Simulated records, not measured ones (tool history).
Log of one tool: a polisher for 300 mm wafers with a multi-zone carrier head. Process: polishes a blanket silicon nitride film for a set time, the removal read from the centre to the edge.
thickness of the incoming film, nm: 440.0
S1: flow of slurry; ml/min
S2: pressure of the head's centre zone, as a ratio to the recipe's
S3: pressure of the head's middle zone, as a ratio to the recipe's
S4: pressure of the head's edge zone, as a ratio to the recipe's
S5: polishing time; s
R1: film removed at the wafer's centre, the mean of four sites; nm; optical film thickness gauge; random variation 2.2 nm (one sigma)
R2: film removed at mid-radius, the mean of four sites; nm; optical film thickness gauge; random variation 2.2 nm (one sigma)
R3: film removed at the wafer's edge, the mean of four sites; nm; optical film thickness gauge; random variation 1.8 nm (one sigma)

{"run": 1, "hour": 0.0, "S1": 190, "S2": 1, "S3": 1, "S4": 1, "S5": 78, "R1": 125.14, "R2": 126.56, "R3": 120.05}
{"run": 2, "hour": 6.8, "S1": 190, "S2": 1.05, "S3": 1, "S4": 1, "S5": 78, "R1": 131.91, "R2": 123.33, "R3": 123.77}
{"run": 3, "hour": 13.4, "S1": 200, "S2": 1.09, "S3": 1.03, "S4": 1, "S5": 81, "R1": 140.37, "R2": 135.35, "R3": 126.08}
{"run": 4, "hour": 17.6, "S1": 200, "S2": 1.09, "S3": 1.03, "S4": 0.93, "S5": 81, "R1": 141.69, "R2": 132.14, "R3": 126.08}
{"run": 5, "hour": 19.4, "S1": 205, "S2": 1.1, "S3": 1.02, "S4": 0.93, "S5": 85, "R1": 151.16, "R2": 138.45, "R3": 132.7}
{"run": 6, "hour": 22.2, "S1": 205, "S2": 1.03, "S3": 1.02, "S4": 0.93, "S5": 85, "R1": 142.08, "R2": 140.2, "R3": 130.02}

The next listed run, before its measurement:
{"hour": 27.7, "done": "edge zone pressure recalibrated"}
{"run": 7, "hour": 27.7, "S1": 205, "S2": 1.06, "S3": 1.01, "S4": 0.94, "S5": 88, "R1": "?", "R2": "?", "R3": "?"}

R1: 149.49 nm
R2: 143.97 nm
R3: 141.15 nm

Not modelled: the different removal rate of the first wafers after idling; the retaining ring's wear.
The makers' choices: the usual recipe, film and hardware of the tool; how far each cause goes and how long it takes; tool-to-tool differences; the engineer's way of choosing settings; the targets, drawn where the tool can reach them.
